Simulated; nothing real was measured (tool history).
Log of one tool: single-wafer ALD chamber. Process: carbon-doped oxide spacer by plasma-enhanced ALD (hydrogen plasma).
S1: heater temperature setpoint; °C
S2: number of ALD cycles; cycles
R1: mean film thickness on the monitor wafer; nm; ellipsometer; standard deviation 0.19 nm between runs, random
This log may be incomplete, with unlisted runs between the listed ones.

run 1 hour=0 | S1=405 S2=673 | R1=32.1
run 2 hour=8.6 | S1=412 S2=673 | R1=31.369
run 3 hour=17.9 | S1=412 S2=602 | R1=28.042
run 4 hour=21.9 | S1=408 S2=602 | R1=28.324
run 5 hour=27.1 | S1=405 S2=637 | R1=30.29
run 6 hour=35.4 | S1=405 S2=670 | R1=31.932

The next listed run, before its measurement:
run 7 hour=42.4 | S1=402 S2=689 | R1=?

Run 7 measured R1 33.21 nm.

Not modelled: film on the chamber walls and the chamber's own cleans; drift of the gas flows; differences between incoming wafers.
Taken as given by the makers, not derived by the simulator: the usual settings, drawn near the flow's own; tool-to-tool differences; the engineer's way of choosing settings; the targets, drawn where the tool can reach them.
